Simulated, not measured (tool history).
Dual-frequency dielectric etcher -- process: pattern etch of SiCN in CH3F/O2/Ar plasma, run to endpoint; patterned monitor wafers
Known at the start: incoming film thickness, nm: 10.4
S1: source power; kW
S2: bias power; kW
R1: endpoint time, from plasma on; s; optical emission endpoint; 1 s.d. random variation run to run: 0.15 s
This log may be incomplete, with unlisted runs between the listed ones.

run 1 hour=0 | S1=0.35 S2=0.075 | R1=26.489
run 2 hour=3 | S1=0.35 S2=0.083 | R1=25.411
run 3 hour=9 | S1=0.35 S2=0.07 | R1=27.322
run 4 hour=13.7 | S1=0.38 S2=0.07 | R1=26.353
run 5 hour=18.6 | S1=0.38 S2=0.076 | R1=25.889
run 6 hour=23.1 | S1=0.35 S2=0.076 | R1=26.611
run 7 hour=30.7 | S1=0.39 S2=0.081 | R1=24.51

What does the tool deliver on the next run?
run 8 hour=34 | S1=0.42 S2=0.082 | R1=?

R1: 23.701 s

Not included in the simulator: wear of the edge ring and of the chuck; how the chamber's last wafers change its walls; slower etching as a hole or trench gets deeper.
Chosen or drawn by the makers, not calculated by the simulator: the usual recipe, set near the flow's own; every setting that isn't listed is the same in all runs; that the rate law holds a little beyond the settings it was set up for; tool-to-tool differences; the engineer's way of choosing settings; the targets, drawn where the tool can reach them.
